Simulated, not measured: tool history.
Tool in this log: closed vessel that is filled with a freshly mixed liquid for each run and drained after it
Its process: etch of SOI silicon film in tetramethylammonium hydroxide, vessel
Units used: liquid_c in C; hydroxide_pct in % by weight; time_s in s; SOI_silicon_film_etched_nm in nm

{"run": 1, "hour": 0.0, "liquid_c": 69, "hydroxide_pct": 11, "time_s": 105, "SOI_silicon_film_etched_nm": 773.37}
{"run": 2, "hour": 2.6, "liquid_c": 71, "hydroxide_pct": 11, "time_s": 105, "SOI_silicon_film_etched_nm": 875.17}
{"run": 3, "hour": 8.3, "liquid_c": 71, "hydroxide_pct": 11, "time_s": 105, "SOI_silicon_film_etched_nm": 872.4}
{"run": 4, "hour": 12.8, "liquid_c": 71, "hydroxide_pct": 9, "time_s": 105, "SOI_silicon_film_etched_nm": 938.84}
{"hour": 13.9, "done": "hydroxide flow meter replaced"}
{"run": 5, "hour": 13.9, "liquid_c": 71, "hydroxide_pct": 9, "time_s": 110, "SOI_silicon_film_etched_nm": 947.73}
{"run": 6, "hour": 19.5, "liquid_c": 72, "hydroxide_pct": 9, "time_s": 110, "SOI_silicon_film_etched_nm": 999.26}

Forecast run 7:
{"run": 7, "hour": 26.5, "liquid_c": 78.5, "hydroxide_pct": 9, "time_s": 110, "SOI_silicon_film_etched_nm": "?"}

{"run 7": {"SOI_silicon_film_etched_nm": 1448.4}}

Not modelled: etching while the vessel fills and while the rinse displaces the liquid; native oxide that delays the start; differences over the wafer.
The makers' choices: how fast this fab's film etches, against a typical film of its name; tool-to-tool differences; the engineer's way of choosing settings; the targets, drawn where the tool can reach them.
